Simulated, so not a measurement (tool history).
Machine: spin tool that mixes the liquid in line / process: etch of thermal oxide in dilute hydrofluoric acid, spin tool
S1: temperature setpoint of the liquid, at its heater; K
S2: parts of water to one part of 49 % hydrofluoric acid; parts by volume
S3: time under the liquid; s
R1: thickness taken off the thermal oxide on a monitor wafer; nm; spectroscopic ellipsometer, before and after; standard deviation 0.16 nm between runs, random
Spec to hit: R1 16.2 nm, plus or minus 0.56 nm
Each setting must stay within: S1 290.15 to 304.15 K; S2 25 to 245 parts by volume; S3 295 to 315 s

run 1 day=0 | S1=296.15 S2=135 S3=295 | R1=9.1956
run 2 day=0.362 | S1=298.65 S2=135 S3=295 | R1=10.171
run 3 day=0.596 | S1=299.65 S2=130 S3=295 | R1=10.989
run 4 day=0.842 | S1=302.15 S2=130 S3=295 | R1=12.15
run 5 day=1.067 | S1=302.65 S2=125 S3=295 | R1=12.908
run 6 day=1.425 | S1=302.65 S2=125 S3=295 | R1=12.753
run 7 day=1.504 | S1=302.65 S2=120 S3=295 | R1=13.178
run 8 day=1.808 | S1=302.65 S2=115 S3=295 | R1=13.821

Pick the move, out of 4, that brings all results within their allowed miss; only one does.
run A day=2.112 | S1=300.15 S2=100 S3=315 | R1=?
run B day=2.112 | S1=304.15 S2=105 S3=315 | R1=?
run C day=2.112 | S1=303.15 S2=100 S3=315 | R1=?
run D day=2.112 | S1=301.15 S2=95 S3=315 | R1=?

move=A R1=16.101
move=B R1=17.712
move=C R1=18.046
move=D R1=17.731
A: in spec on every target
B: carries the result that was furthest off beyond its target, to the other side
C: carries the result that was furthest off beyond its target, to the other side
D: carries the result that was furthest off beyond its target, to the other side
Correct choice: A, which meets every target

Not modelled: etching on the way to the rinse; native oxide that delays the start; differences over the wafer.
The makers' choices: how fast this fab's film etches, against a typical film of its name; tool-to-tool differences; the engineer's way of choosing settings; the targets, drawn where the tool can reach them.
